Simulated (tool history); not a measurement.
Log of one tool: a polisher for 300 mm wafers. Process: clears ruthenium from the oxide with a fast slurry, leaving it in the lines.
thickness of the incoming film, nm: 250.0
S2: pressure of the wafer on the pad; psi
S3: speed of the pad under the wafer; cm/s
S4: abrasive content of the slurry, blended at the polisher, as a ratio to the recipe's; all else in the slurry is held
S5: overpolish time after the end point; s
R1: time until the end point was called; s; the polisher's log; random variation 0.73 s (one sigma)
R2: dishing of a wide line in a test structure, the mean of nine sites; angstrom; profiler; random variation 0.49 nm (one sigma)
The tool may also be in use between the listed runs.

Run 1, hour 0.0: flow of slurry (ml/min) 240, S2 3.2 psi, S3 108 cm/s, S4 1.0, S5 14 s. Result: R1 53.568 s, R2 534.53 angstrom.
Run 2, hour 5.8: flow of slurry (ml/min) 240, S2 3.0 psi, S3 108 cm/s, S4 1.0, S5 13 s. Result: R1 55.352 s, R2 480.97 angstrom.
Run 3, hour 7.2: flow of slurry (ml/min) 240, S2 3.0 psi, S3 136 cm/s, S4 1.0, S5 13 s. Result: R1 45.429 s, R2 559.55 angstrom.
Run 4, hour 8.9: flow of slurry (ml/min) 240, S2 2.7 psi, S3 134 cm/s, S4 1.0, S5 12 s. Result: R1 50.781 s, R2 479.09 angstrom.
Run 5, hour 9.9: flow of slurry (ml/min) 240, S2 2.7 psi, S3 134 cm/s, S4 1.0, S5 17 s. Result: R1 50.846 s, R2 634.30 angstrom.
Run 6, hour 17.0: flow of slurry (ml/min) 285, S2 2.7 psi, S3 134 cm/s, S4 1.0, S5 17 s. Result: R1 49.918 s, R2 646.90 angstrom.
Run 7, hour 18.8: flow of slurry (ml/min) 285, S2 2.4 psi, S3 132 cm/s, S4 1.0, S5 15 s. Result: R1 58.078 s, R2 532.41 angstrom.
Run 8, hour 21.9: flow of slurry (ml/min) 285, S2 2.3 psi, S3 132 cm/s, S4 1.0, S5 13 s. Result: R1 59.299 s, R2 465.24 angstrom.
Run 9, hour 30.1: flow of slurry (ml/min) 285, S2 2.1 psi, S3 132 cm/s, S4 1.0, S5 12 s. Result: R1 63.816 s, R2 394.18 angstrom.
Run 10, hour 33.0: flow of slurry (ml/min) 285, S2 2.0 psi, S3 132 cm/s, S4 1.0, S5 12 s. Result: R1 68.046 s, R2 379.06 angstrom.

The next listed run, before its measurement:
Run 11, hour 33.8: flow of slurry (ml/min) 285, S2 1.9 psi, S3 132 cm/s, S4 1.0, S5 12 s. Result: R1 ?, R2 ?.

R1: 71.299 s
R2: 375.39 angstrom
